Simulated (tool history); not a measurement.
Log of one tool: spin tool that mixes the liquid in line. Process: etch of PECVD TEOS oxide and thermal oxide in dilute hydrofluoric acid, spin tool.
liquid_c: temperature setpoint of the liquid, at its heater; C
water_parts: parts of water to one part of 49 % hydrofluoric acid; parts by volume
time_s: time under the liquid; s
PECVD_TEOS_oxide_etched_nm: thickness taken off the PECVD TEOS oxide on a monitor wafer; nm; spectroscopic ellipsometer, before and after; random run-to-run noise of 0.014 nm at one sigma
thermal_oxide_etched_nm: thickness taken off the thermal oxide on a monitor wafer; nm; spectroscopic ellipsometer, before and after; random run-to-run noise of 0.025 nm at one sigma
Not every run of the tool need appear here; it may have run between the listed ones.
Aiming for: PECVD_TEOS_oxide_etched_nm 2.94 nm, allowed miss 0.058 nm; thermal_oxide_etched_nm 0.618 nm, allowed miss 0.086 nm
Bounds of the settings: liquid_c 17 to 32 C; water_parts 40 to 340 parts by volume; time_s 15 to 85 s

Run 1, hour 0: liquid_c 24 C, water_parts 190 parts by volume, time_s 45 s. Result: PECVD_TEOS_oxide_etched_nm 4.5307 nm, thermal_oxide_etched_nm 0.94613 nm.
Run 2, hour 2.2: liquid_c 22 C, water_parts 200 parts by volume, time_s 45 s. Result: PECVD_TEOS_oxide_etched_nm 3.9674 nm, thermal_oxide_etched_nm 0.82035 nm.
Run 3, hour 11: liquid_c 24 C, water_parts 200 parts by volume, time_s 45 s. Result: PECVD_TEOS_oxide_etched_nm 4.2203 nm, thermal_oxide_etched_nm 0.91015 nm.
Run 4, hour 19.5: liquid_c 27.5 C, water_parts 200 parts by volume, time_s 45 s. Result: PECVD_TEOS_oxide_etched_nm 4.8544 nm, thermal_oxide_etched_nm 1.0157 nm.
Run 5, hour 21.1: liquid_c 24.5 C, water_parts 205 parts by volume, time_s 45 s. Result: PECVD_TEOS_oxide_etched_nm 4.2292 nm, thermal_oxide_etched_nm 0.87164 nm.
Run 6, hour 22.2: liquid_c 22.5 C, water_parts 210 parts by volume, time_s 45 s. Result: PECVD_TEOS_oxide_etched_nm 3.7685 nm, thermal_oxide_etched_nm 0.84589 nm.
Run 7, hour 28.1: liquid_c 21.5 C, water_parts 215 parts by volume, time_s 45 s. Result: PECVD_TEOS_oxide_etched_nm 3.5605 nm, thermal_oxide_etched_nm 0.70753 nm.
Run 8, hour 29.6: liquid_c 20.5 C, water_parts 220 parts by volume, time_s 45 s. Result: PECVD_TEOS_oxide_etched_nm 3.3238 nm, thermal_oxide_etched_nm 0.7037 nm.
Run 9, hour 35.2: liquid_c 19.5 C, water_parts 220 parts by volume, time_s 45 s. Result: PECVD_TEOS_oxide_etched_nm 3.2267 nm, thermal_oxide_etched_nm 0.70092 nm.
Run 10, hour 40.6: liquid_c 19 C, water_parts 220 parts by volume, time_s 45 s. Result: PECVD_TEOS_oxide_etched_nm 3.157 nm, thermal_oxide_etched_nm 0.64643 nm.
Run 11, hour 46.5: liquid_c 18.5 C, water_parts 220 parts by volume, time_s 45 s. Result: PECVD_TEOS_oxide_etched_nm 3.0847 nm, thermal_oxide_etched_nm 0.65094 nm.

4 candidate next runs follow, results not yet known. Just one meets every target within its allowed miss. Identify it.
Run A, hour 52.4: liquid_c 17 C, water_parts 185 parts by volume, time_s 40 s. Result: PECVD_TEOS_oxide_etched_nm ?, thermal_oxide_etched_nm ?.
Run B, hour 52.4: liquid_c 18 C, water_parts 205 parts by volume, time_s 40 s. Result: PECVD_TEOS_oxide_etched_nm ?, thermal_oxide_etched_nm ?.
Run C, hour 52.4: liquid_c 18 C, water_parts 235 parts by volume, time_s 45 s. Result: PECVD_TEOS_oxide_etched_nm ?, thermal_oxide_etched_nm ?.
Run D, hour 52.4: liquid_c 18.5 C, water_parts 340 parts by volume, time_s 80 s. Result: PECVD_TEOS_oxide_etched_nm ?, thermal_oxide_etched_nm ?.

move  PECVD_TEOS_oxide_etched_nm  thermal_oxide_etched_nm
   A                      3.1546                  0.67981
   B                      2.9077                   0.6266
   C                      2.7761                  0.59823
   D                      3.1727                  0.68371
A: lands further from the targets than the last run did
B: each result inside its tolerance
C: takes the biggest miss from the last run beyond its target
D: lands further from the targets than the last run did
Answer: B
